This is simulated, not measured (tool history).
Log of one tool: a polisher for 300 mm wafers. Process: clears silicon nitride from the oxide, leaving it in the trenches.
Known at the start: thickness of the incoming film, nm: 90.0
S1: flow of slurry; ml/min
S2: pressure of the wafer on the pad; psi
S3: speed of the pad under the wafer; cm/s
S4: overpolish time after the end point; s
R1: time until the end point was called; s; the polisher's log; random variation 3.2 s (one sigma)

run 1 day=0 | S1=270 S2=2 S3=120 S4=8 | R1=157.99
run 2 day=0.233 | S1=225 S2=2 S3=120 S4=8 | R1=158.55
run 3 day=0.546 | S1=225 S2=2 S3=108 S4=8 | R1=171.72
run 4 day=0.671 | S1=275 S2=2 S3=108 S4=8 | R1=168.57
run 5 day=1.021 | S1=275 S2=2 S3=108 S4=8 | R1=167.42
-- day=1.079 worn pad replaced by a new one
run 6 day=1.079 | S1=275 S2=1.6 S3=108 S4=8 | R1=191.95
run 7 day=1.312 | S1=275 S2=1.5 S3=104 S4=8 | R1=214.41
run 8 day=1.533 | S1=275 S2=1.4 S3=102 S4=8 | R1=227.72
run 9 day=1.596 | S1=275 S2=1.3 S3=102 S4=8 | R1=245.45
run 10 day=1.667 | S1=270 S2=1.3 S3=102 S4=8 | R1=246.32
run 11 day=1.729 | S1=265 S2=1.3 S3=102 S4=8 | R1=245.19
run 12 day=1.871 | S1=265 S2=1.3 S3=102 S4=8 | R1=251.66

Run 13 comes next. What will it give?
run 13 day=2.138 | S1=255 S2=1.3 S3=102 S4=8 | R1=?

R1: 248.12 s

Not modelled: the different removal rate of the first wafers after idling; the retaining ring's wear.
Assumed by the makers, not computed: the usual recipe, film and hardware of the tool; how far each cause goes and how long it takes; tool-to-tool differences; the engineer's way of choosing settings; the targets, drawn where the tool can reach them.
